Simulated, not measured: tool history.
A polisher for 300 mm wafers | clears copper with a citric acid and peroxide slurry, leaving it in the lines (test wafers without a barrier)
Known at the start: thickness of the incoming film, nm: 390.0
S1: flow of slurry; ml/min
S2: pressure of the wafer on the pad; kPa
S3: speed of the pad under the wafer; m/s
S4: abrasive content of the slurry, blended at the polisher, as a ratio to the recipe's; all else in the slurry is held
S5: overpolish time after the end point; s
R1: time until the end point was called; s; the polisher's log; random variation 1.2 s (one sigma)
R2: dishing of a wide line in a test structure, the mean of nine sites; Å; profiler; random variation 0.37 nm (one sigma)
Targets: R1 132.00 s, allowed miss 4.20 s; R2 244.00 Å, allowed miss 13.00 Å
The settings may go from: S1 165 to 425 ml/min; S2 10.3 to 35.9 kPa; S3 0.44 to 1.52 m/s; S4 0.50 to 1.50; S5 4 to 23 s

{"run": 1, "hour": 0.0, "S1": 275, "S2": 22.8, "S3": 0.98, "S4": 1.0, "S5": 12, "R1": 185.01, "R2": 194.4}
{"run": 2, "hour": 2.6, "S1": 275, "S2": 23.4, "S3": 0.98, "S4": 1.0, "S5": 12, "R1": 177.71, "R2": 193.56}
{"run": 3, "hour": 7.6, "S1": 245, "S2": 23.4, "S3": 0.98, "S4": 1.0, "S5": 12, "R1": 186.24, "R2": 191.15}
{"run": 4, "hour": 13.8, "S1": 260, "S2": 24.1, "S3": 0.98, "S4": 1.0, "S5": 12, "R1": 180.8, "R2": 195.77}
{"run": 5, "hour": 22.4, "S1": 260, "S2": 24.1, "S3": 0.98, "S4": 0.8, "S5": 12, "R1": 189.31, "R2": 191.45}
{"run": 6, "hour": 29.6, "S1": 270, "S2": 24.8, "S3": 0.98, "S4": 0.8, "S5": 12, "R1": 185.6, "R2": 195.61}
{"run": 7, "hour": 31.5, "S1": 280, "S2": 25.5, "S3": 0.98, "S4": 0.8, "S5": 12, "R1": 177.72, "R2": 201.0}
{"run": 8, "hour": 36.3, "S1": 290, "S2": 26.2, "S3": 0.98, "S4": 0.8, "S5": 12, "R1": 174.02, "R2": 206.14}
{"run": 9, "hour": 39.5, "S1": 295, "S2": 26.9, "S3": 0.98, "S4": 0.8, "S5": 12, "R1": 169.74, "R2": 212.01}
{"run": 10, "hour": 44.9, "S1": 300, "S2": 33.8, "S3": 0.98, "S4": 0.8, "S5": 10, "R1": 138.9, "R2": 215.08}
{"run": 11, "hour": 50.5, "S1": 300, "S2": 33.8, "S3": 0.98, "S4": 0.8, "S5": 10, "R1": 137.88, "R2": 211.77}
{"run": 12, "hour": 52.8, "S1": 305, "S2": 34.5, "S3": 0.98, "S4": 0.8, "S5": 11, "R1": 136.57, "R2": 241.36}

Which of these 5 next moves meets every target?
{"run": "A", "hour": 55.1, "S1": 275, "S2": 33.1, "S3": 1.0, "S4": 0.8, "S5": 11, "R1": "?", "R2": "?"}
{"run": "B", "hour": 55.1, "S1": 305, "S2": 33.8, "S3": 0.94, "S4": 0.9, "S5": 12, "R1": "?", "R2": "?"}
{"run": "C", "hour": 55.1, "S1": 380, "S2": 35.9, "S3": 1.02, "S4": 0.6, "S5": 11, "R1": "?", "R2": "?"}
{"run": "D", "hour": 55.1, "S1": 305, "S2": 35.9, "S3": 0.96, "S4": 0.65, "S5": 12, "R1": "?", "R2": "?"}
{"run": "E", "hour": 55.1, "S1": 310, "S2": 35.9, "S3": 0.96, "S4": 0.8, "S5": 10, "R1": "?", "R2": "?"}

move=A R1=141.24 R2=233.11
move=B R1=142.94 R2=250.10
move=C R1=133.48 R2=246.06
move=D R1=141.70 R2=252.39
move=E R1=136.06 R2=221.09
A: further off than the last run
B: further off than the last run
C: meets every target
D: further off than the last run
E: brings the result that was furthest off to its target, and leaves another outside
Move C is the one to make.
